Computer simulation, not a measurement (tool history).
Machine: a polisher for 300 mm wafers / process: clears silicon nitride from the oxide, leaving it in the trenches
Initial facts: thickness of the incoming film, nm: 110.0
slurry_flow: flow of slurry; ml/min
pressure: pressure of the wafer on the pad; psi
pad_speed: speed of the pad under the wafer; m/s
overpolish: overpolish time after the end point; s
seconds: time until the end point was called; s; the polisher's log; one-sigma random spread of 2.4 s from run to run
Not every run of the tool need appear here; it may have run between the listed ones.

| run | hour | slurry_flow | pressure | pad_speed | overpolish | seconds |
|---|---|---|---|---|---|---|
| 1 | 0 | 205 | 2.4 | 1.06 | 35 | 124.37 |
| 2 | 3.6 | 170 | 2.4 | 1.06 | 35 | 129.98 |
| 3 | 10.9 | 170 | 2.4 | 1.32 | 35 | 103.81 |
| 4 | 13.7 | 170 | 2.3 | 1.32 | 35 | 106.01 |
| 5 | 22 | 170 | 2.7 | 1.32 | 35 | 90.491 |
| 6 | 27.1 | 170 | 2.6 | 1.32 | 35 | 95.821 |
| 7 | 31.6 | 170 | 2.5 | 1.32 | 35 | 99.853 |
| 8 | 40.1 | 170 | 2.4 | 1.32 | 35 | 103.63 |
| 9 | 48.9 | 170 | 2.3 | 1.32 | 35 | 107.06 |
| 10 | 56.1 | 170 | 2.2 | 1.32 | 35 | 110.27 |

For run 11, what comes out?
| 11 | 59.3 | 170 | 2.1 | 1.32 | 35 | ? |

Run 11 measured seconds 116.64 s.

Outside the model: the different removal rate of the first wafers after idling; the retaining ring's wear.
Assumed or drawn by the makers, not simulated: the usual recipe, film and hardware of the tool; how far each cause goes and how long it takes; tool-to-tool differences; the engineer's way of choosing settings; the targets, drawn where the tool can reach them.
